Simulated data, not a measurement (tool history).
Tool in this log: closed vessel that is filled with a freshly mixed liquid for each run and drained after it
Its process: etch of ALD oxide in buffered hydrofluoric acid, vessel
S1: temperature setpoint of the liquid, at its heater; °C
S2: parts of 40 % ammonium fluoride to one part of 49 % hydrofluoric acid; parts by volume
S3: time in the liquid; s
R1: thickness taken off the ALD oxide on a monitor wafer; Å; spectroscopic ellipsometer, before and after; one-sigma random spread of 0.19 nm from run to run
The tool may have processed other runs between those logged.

Run 1, day 0.000: S1 22.0 °C, S2 20 parts by volume, S3 35 s. Result: R1 300.94 Å.
Run 2, day 0.058: S1 25.0 °C, S2 20 parts by volume, S3 35 s. Result: R1 354.15 Å.
Run 3, day 0.183: S1 26.5 °C, S2 20 parts by volume, S3 35 s. Result: R1 388.00 Å.
Run 4, day 0.317: S1 25.5 °C, S2 20 parts by volume, S3 35 s. Result: R1 359.41 Å.
Run 5, day 0.467: S1 25.5 °C, S2 20 parts by volume, S3 35 s. Result: R1 359.33 Å.
Run 6, day 0.612: S1 24.5 °C, S2 20 parts by volume, S3 35 s. Result: R1 344.84 Å.
Run 7, day 0.925: S1 24.0 °C, S2 20 parts by volume, S3 35 s. Result: R1 335.96 Å.
Run 8, day 1.175: S1 23.5 °C, S2 20 parts by volume, S3 35 s. Result: R1 324.86 Å.
Run 9, day 1.508: S1 23.0 °C, S2 20 parts by volume, S3 35 s. Result: R1 316.47 Å.
Run 10, day 1.708: S1 23.0 °C, S2 20 parts by volume, S3 35 s. Result: R1 315.20 Å.
Run 11, day 2.050: S1 22.5 °C, S2 20 parts by volume, S3 35 s. Result: R1 301.08 Å.
Run 12, day 2.208: S1 22.0 °C, S2 20 parts by volume, S3 35 s. Result: R1 296.65 Å.
Run 13, day 2.517: S1 21.5 °C, S2 20 parts by volume, S3 35 s. Result: R1 292.60 Å.
Run 14, day 2.567: S1 21.0 °C, S2 20 parts by volume, S3 35 s. Result: R1 280.81 Å.

Forecast run 15:
Run 15, day 2.758: S1 20.0 °C, S2 20 parts by volume, S3 35 s. Result: R1 ?.

R1: 265.08 Å

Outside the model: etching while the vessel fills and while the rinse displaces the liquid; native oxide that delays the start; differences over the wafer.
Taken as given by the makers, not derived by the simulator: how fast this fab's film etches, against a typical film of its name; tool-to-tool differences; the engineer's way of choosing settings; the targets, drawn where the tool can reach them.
